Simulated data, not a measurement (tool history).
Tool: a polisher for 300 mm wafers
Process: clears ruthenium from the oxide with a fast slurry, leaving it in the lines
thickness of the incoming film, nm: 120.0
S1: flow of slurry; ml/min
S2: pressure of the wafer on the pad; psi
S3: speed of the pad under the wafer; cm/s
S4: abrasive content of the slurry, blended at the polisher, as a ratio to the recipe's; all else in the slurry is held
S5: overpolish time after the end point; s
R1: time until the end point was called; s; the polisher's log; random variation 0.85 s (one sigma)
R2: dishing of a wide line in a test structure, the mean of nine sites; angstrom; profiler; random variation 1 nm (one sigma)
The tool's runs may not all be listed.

| run | day | S1 | S2 | S3 | S4 | S5 | R1 | R2 |
|---|---|---|---|---|---|---|---|---|
| 1 | 0.000 | 310 | 3.4 | 94 | 1.0 | 16 | 27.672 | 550.64 |
| 2 | 0.321 | 310 | 4.2 | 94 | 1.0 | 16 | 22.532 | 643.44 |
| 3 | 0.592 | 310 | 3.9 | 94 | 1.0 | 17 | 24.336 | 646.89 |
| 4 | 0.896 | 310 | 3.9 | 94 | 1.1 | 17 | 22.954 | 696.88 |
| 5 | 1.221 | 310 | 3.7 | 92 | 1.1 | 18 | 25.297 | 674.85 |
| 6 | 1.558 | 310 | 4.4 | 92 | 1.1 | 18 | 21.285 | 749.83 |
| 7 | 1.721 | 310 | 4.1 | 90 | 1.1 | 19 | 23.362 | 726.64 |
| 8 | 1.750 | 310 | 3.8 | 90 | 1.1 | 20 | 25.275 | 718.31 |
| 9 | 1.933 | 310 | 2.8 | 84 | 1.1 | 27 | 35.038 | 714.29 |

Run 10 comes next. What will it give?
| 10 | 2.129 | 310 | 2.7 | 84 | 1.1 | 27 | ? | ? |

Run 10 gave R1 35.523 s, R2 702.79 angstrom.
